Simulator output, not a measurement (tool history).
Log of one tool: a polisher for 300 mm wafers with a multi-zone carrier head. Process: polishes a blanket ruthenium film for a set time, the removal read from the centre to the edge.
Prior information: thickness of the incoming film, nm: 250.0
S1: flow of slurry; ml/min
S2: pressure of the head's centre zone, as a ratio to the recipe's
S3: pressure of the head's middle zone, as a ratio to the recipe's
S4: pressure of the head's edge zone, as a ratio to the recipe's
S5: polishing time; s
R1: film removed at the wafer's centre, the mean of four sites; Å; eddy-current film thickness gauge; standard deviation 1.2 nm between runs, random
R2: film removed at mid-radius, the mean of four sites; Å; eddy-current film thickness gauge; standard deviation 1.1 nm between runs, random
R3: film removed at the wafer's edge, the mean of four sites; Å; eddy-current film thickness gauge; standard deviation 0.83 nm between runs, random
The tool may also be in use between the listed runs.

run 1 day=0 | S1=190 S2=1 S3=1 S4=1 S5=68 | R1=751.82 R2=723.87 R3=759.66
run 2 day=0.212 | S1=190 S2=1 S3=1.05 S4=1 S5=68 | R1=749.96 R2=758.05 R3=750.29
run 3 day=0.288 | S1=200 S2=1.03 S3=1.06 S4=1.04 S5=71 | R1=809.64 R2=808.24 R3=808.71
run 4 day=0.358 | S1=160 S2=1.03 S3=1.06 S4=1.04 S5=71 | R1=781.2 R2=770.2 R3=776.52
run 5 day=0.625 | S1=160 S2=1.03 S3=0.98 S4=1.04 S5=71 | R1=777.2 R2=716.59 R3=777.08
run 6 day=0.938 | S1=180 S2=1.03 S3=0.98 S4=1.04 S5=71 | R1=798.51 R2=737.44 R3=792.64
run 7 day=1.238 | S1=200 S2=1.06 S3=1 S4=1.06 S5=73 | R1=850.1 R2=793.67 R3=834.01
run 8 day=1.338 | S1=215 S2=1.09 S3=1.01 S4=1.08 S5=74 | R1=893.89 R2=804.16 R3=850.21
run 9 day=1.633 | S1=225 S2=1.1 S3=1.03 S4=1.09 S5=76 | R1=940.29 R2=861.63 R3=896.26

The next listed run, before its measurement:
run 10 day=1.708 | S1=235 S2=1.11 S3=1.04 S4=1.1 S5=77 | R1=? R2=? R3=?

R1: 949.53 Å
R2: 877.94 Å
R3: 909.62 Å
